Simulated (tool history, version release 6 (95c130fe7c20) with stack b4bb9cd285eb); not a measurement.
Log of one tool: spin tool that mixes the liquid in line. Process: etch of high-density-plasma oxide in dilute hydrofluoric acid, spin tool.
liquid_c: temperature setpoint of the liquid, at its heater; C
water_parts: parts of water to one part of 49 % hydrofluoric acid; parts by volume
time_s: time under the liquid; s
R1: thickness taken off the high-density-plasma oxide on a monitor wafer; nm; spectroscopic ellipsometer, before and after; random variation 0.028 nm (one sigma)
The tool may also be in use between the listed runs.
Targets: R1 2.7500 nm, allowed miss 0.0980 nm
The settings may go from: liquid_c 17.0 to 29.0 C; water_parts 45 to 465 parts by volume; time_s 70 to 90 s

run 1 hour=0.0 | liquid_c=21.0 water_parts=255 time_s=90 | R1=1.5968
run 2 hour=5.8 | liquid_c=19.0 water_parts=255 time_s=90 | R1=1.4461
run 3 hour=9.5 | liquid_c=19.0 water_parts=255 time_s=70 | R1=1.1448
run 4 hour=15.0 | liquid_c=21.5 water_parts=255 time_s=70 | R1=1.2505
run 5 hour=16.1 | liquid_c=20.0 water_parts=255 time_s=70 | R1=1.1750
run 6 hour=24.4 | liquid_c=17.0 water_parts=255 time_s=70 | R1=1.0370
run 7 hour=30.9 | liquid_c=19.0 water_parts=240 time_s=70 | R1=1.2306
run 8 hour=32.2 | liquid_c=20.5 water_parts=225 time_s=70 | R1=1.4234
run 9 hour=33.4 | liquid_c=22.0 water_parts=215 time_s=70 | R1=1.5785
run 10 hour=36.9 | liquid_c=23.0 water_parts=205 time_s=70 | R1=1.7375
run 11 hour=42.6 | liquid_c=23.0 water_parts=205 time_s=70 | R1=1.7284
run 12 hour=44.2 | liquid_c=23.0 water_parts=205 time_s=70 | R1=1.7537
run 13 hour=45.7 | liquid_c=24.0 water_parts=200 time_s=70 | R1=1.8310
run 14 hour=46.7 | liquid_c=24.5 water_parts=190 time_s=70 | R1=2.0209
run 15 hour=53.1 | liquid_c=25.0 water_parts=185 time_s=70 | R1=2.1268
run 16 hour=58.8 | liquid_c=25.5 water_parts=180 time_s=70 | R1=2.2409
run 17 hour=66.0 | liquid_c=26.0 water_parts=180 time_s=70 | R1=2.3118
run 18 hour=74.6 | liquid_c=26.5 water_parts=180 time_s=70 | R1=2.3191
run 19 hour=80.6 | liquid_c=27.0 water_parts=180 time_s=70 | R1=2.3221
run 20 hour=82.4 | liquid_c=27.5 water_parts=175 time_s=70 | R1=2.4631

Which of these 5 next moves meets every target?
run A hour=84.2 | liquid_c=27.0 water_parts=180 time_s=70 | R1=?
run B hour=84.2 | liquid_c=28.0 water_parts=185 time_s=90 | R1=?
run C hour=84.2 | liquid_c=21.0 water_parts=130 time_s=70 | R1=?
run D hour=84.2 | liquid_c=29.0 water_parts=195 time_s=90 | R1=?
run E hour=84.2 | liquid_c=24.0 water_parts=135 time_s=70 | R1=?

move=A R1=2.3518
move=B R1=3.0318
move=C R1=2.7424
move=D R1=2.9444
move=E R1=2.9543
A: further off than the last run
B: takes the result that was furthest off past its target
C: meets every target
D: takes the result that was furthest off past its target
E: takes the result that was furthest off past its target
The right move is C.
